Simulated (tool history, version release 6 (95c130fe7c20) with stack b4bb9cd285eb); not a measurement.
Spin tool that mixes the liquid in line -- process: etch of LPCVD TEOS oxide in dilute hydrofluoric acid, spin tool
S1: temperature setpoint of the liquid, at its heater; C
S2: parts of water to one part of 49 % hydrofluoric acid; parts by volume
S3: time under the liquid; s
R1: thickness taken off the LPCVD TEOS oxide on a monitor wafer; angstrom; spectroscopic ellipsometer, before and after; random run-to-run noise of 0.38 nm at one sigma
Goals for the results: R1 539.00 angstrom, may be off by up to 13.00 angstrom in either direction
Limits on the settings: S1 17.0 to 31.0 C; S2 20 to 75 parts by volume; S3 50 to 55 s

run	hour	S1	S2	S3	R1
1	0.0	23.0	45	50	439.06
2	6.1	23.0	45	50	438.81
3	10.4	24.0	45	50	457.01
4	14.1	21.0	45	50	401.79
5	21.4	21.0	40	50	455.60
6	24.0	21.0	45	50	404.82
7	31.1	22.0	45	50	422.82
8	33.8	23.0	45	50	435.00
# hour 34.4: thermometer replaced
9	34.4	24.0	45	50	484.41
10	43.2	24.5	45	50	496.71
11	48.0	25.0	45	50	504.64

Which one of the following 4 next-run settings gets every result inside its allowed miss? There is exactly one.
A	52.8	23.0	45	55	?
B	52.8	25.5	50	55	?
C	52.8	24.0	45	55	?
D	52.8	24.5	45	50	?

move	R1
A	511.53
B	506.86
C	533.20
D	494.82
A: closes in on the targets versus the last run, not all within tolerance yet
B: closes in on the targets versus the last run, not all within tolerance yet
C: every result lands within tolerance
D: lands further from the targets than the last run did
Go with C: it meets all targets.
